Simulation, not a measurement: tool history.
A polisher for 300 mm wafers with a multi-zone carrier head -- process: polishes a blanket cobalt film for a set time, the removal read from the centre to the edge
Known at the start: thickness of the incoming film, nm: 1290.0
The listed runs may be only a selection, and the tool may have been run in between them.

run  hour  flow of slurry (ml/min)  pressure of the head's centre zone  pressure of the head's middle zone  pressure of the head's edge zone  polishing time (s)  film removed at the wafer's centre (angstrom)  film removed at mid-radius (angstrom)  film removed at the wafer's edge (angstrom)
  1     0                      210                                   1                                   1                                 1                  86                                         2725.8                                 3051.9                                       3124.9
  2   5.7                      210                                   1                                   1                              1.05                  86                                         2729.2                                 3048.2                                       3134.1
  3   6.9                      210                                   1                                   1                              1.09                  86                                         2759.7                                 3086.6                                       3245.3
  4   9.1                      230                                1.04                                0.98                              1.07                  89                                         2999.9                                 3177.4                                       3356.7
  5  10.6                      230                                1.04                                0.94                              1.07                  89                                         3005.6                                 3115.8                                       3339.6
  6  18.1                      245                                1.07                                0.92                              1.05                  91                                         3169.7                                 3065.2                                       3445.1
     20.7  -- centre zone pressure recalibrated
  7  20.7                      255                                1.09                                0.93                                 1                  94                                         3740.5                                 3289.8                                       3513.3

What does the tool deliver on the next run?
  8  23.9                      265                                1.09                                0.93                                 1                  94                                              ?                                      ?                                            ?

film removed at the wafer's centre (angstrom): 3778.8
film removed at mid-radius (angstrom): 3214.2
film removed at the wafer's edge (angstrom): 3536.3

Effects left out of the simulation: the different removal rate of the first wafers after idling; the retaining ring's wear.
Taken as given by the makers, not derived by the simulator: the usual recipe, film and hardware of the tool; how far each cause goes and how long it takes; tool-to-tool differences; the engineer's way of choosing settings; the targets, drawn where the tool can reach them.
